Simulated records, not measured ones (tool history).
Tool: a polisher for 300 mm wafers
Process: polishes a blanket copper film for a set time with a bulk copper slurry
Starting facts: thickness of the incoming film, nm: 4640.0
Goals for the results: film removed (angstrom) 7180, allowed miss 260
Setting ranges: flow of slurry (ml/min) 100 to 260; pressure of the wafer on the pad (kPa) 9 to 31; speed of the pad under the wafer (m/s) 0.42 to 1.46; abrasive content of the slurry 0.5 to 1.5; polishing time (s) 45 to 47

run	hour	flow of slurry (ml/min)	pressure of the wafer on the pad (kPa)	speed of the pad under the wafer (m/s)	abrasive content of the slurry	polishing time (s)	film removed (angstrom)
1	0	165	20	0.94	1	45	4812.9
2	5.6	165	20	0.94	0.9	45	4610
3	14.5	165	16.5	0.94	0.9	45	3931.1
4	20.7	165	16.5	0.94	1.05	45	3976.5
5	22.3	165	13.1	0.94	1.05	45	3304.8
6	24.9	165	16.5	0.94	1.05	45	3999.7
7	32.5	170	17.9	0.94	1.05	45	4315.1
8	33.2	170	19.3	0.94	1.05	45	4730.1
9	36.7	175	20	0.94	1.05	45	4913.5
10	37.3	180	20.7	0.94	1.05	45	5037.5
11	44.5	180	22.1	0.94	1.05	45	5317.7
12	49.3	180	22.8	0.94	1.05	45	5479
13	56.5	180	22.8	0.94	1.05	45	5440.5
14	63.1	180	23.4	0.94	1.05	45	5578.5
15	70.2	180	24.1	0.94	1.05	45	5669.5
16	72.6	185	24.8	0.94	1.05	45	5913.3

Below are 5 possible settings for the next run. Only one of them brings all results inside the allowed miss of their targets. Which is it?
A	75	195	26.2	0.66	1	47	?
B	75	160	24.8	1.06	1.35	47	?
C	75	120	17.9	1.28	1.15	46	?
D	75	180	25.5	0.82	0.75	46	?
E	75	230	20	0.76	1.2	45	?

move	film removed (angstrom)
A	4851
B	7086.9
C	5615.4
D	5193.5
E	4293
A: its largest miss is bigger than the last run's
B: each result inside its tolerance
C: its largest miss is bigger than the last run's
D: its largest miss is bigger than the last run's
E: its largest miss is bigger than the last run's
Correct choice: B, which meets every target
